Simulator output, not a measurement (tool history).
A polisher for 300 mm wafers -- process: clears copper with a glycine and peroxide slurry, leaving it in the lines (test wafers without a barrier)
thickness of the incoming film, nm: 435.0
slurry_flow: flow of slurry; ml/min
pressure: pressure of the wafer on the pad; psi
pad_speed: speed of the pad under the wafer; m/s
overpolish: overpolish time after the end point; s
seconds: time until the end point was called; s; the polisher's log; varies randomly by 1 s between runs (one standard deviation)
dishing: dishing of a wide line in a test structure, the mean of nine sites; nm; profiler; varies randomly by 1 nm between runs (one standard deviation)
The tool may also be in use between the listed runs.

Run 1, hour 0.0: slurry_flow 240 ml/min, pressure 2.6 psi, pad_speed 1.22 m/s, overpolish 26 s. Result: seconds 78.306 s, dishing 79.850 nm.
Run 2, hour 3.6: slurry_flow 300 ml/min, pressure 2.6 psi, pad_speed 1.22 m/s, overpolish 26 s. Result: seconds 77.307 s, dishing 83.260 nm.
Run 3, hour 7.7: slurry_flow 300 ml/min, pressure 2.9 psi, pad_speed 1.22 m/s, overpolish 26 s. Result: seconds 71.927 s, dishing 88.616 nm.
Run 4, hour 10.4: slurry_flow 300 ml/min, pressure 2.9 psi, pad_speed 1.46 m/s, overpolish 26 s. Result: seconds 61.650 s, dishing 98.764 nm.
Run 5, hour 17.9: slurry_flow 300 ml/min, pressure 2.9 psi, pad_speed 1.64 m/s, overpolish 26 s. Result: seconds 54.539 s, dishing 104.300 nm.
Run 6, hour 23.8: slurry_flow 300 ml/min, pressure 3.4 psi, pad_speed 1.64 m/s, overpolish 26 s. Result: seconds 47.816 s, dishing 116.240 nm.

Forecast run 7:
Run 7, hour 29.5: slurry_flow 300 ml/min, pressure 2.7 psi, pad_speed 1.62 m/s, overpolish 25 s. Result: seconds ?, dishing ?.

{"run 7": {"seconds": 58.455, "dishing": 96.361}}
